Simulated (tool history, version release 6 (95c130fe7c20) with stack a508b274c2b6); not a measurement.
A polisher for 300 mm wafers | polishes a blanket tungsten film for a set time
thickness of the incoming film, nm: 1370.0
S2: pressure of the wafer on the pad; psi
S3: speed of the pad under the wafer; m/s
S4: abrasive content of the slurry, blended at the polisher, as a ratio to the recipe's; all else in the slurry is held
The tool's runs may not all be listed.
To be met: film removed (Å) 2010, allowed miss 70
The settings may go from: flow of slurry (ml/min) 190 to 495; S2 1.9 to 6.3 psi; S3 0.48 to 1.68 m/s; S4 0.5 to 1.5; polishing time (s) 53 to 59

run 1 hour=0 | flow_of_slurry_(ml/min)=320 S2=4.1 S3=1.08 S4=1 polishing_time_(s)=59 | film_removed_(Å)=3520.9
run 2 hour=3.5 | flow_of_slurry_(ml/min)=320 S2=3.6 S3=1.08 S4=1 polishing_time_(s)=59 | film_removed_(Å)=3168.4
run 3 hour=11 | flow_of_slurry_(ml/min)=320 S2=3.2 S3=1.06 S4=1 polishing_time_(s)=59 | film_removed_(Å)=2814.6
run 4 hour=19.5 | flow_of_slurry_(ml/min)=320 S2=4.1 S3=1.06 S4=1 polishing_time_(s)=59 | film_removed_(Å)=3553.6
run 5 hour=27.7 | flow_of_slurry_(ml/min)=320 S2=5.1 S3=1.06 S4=1 polishing_time_(s)=59 | film_removed_(Å)=4352.1
run 6 hour=31.7 | flow_of_slurry_(ml/min)=275 S2=5.1 S3=1.06 S4=1 polishing_time_(s)=59 | film_removed_(Å)=4266.6
run 7 hour=34.5 | flow_of_slurry_(ml/min)=270 S2=4 S3=1.02 S4=1 polishing_time_(s)=59 | film_removed_(Å)=3284.9
run 8 hour=38.6 | flow_of_slurry_(ml/min)=270 S2=2.9 S3=0.92 S4=1 polishing_time_(s)=59 | film_removed_(Å)=2162.7
run 9 hour=44.7 | flow_of_slurry_(ml/min)=270 S2=2.8 S3=0.92 S4=1 polishing_time_(s)=59 | film_removed_(Å)=2128.4

Which of these 4 next moves meets every target?
run A hour=50.8 | flow_of_slurry_(ml/min)=255 S2=3 S3=0.9 S4=1.1 polishing_time_(s)=59 | film_removed_(Å)=?
run B hour=50.8 | flow_of_slurry_(ml/min)=220 S2=2.9 S3=1.02 S4=0.9 polishing_time_(s)=59 | film_removed_(Å)=?
run C hour=50.8 | flow_of_slurry_(ml/min)=295 S2=3 S3=0.96 S4=0.95 polishing_time_(s)=59 | film_removed_(Å)=?
run D hour=50.8 | flow_of_slurry_(ml/min)=290 S2=2.9 S3=0.94 S4=1.05 polishing_time_(s)=53 | film_removed_(Å)=?

move=A film_removed_(Å)=2206.8
move=B film_removed_(Å)=2264.9
move=C film_removed_(Å)=2313.5
move=D film_removed_(Å)=2009
A: further off than the last run
B: further off than the last run
C: further off than the last run
D: meets every target
Move D is the one to make.
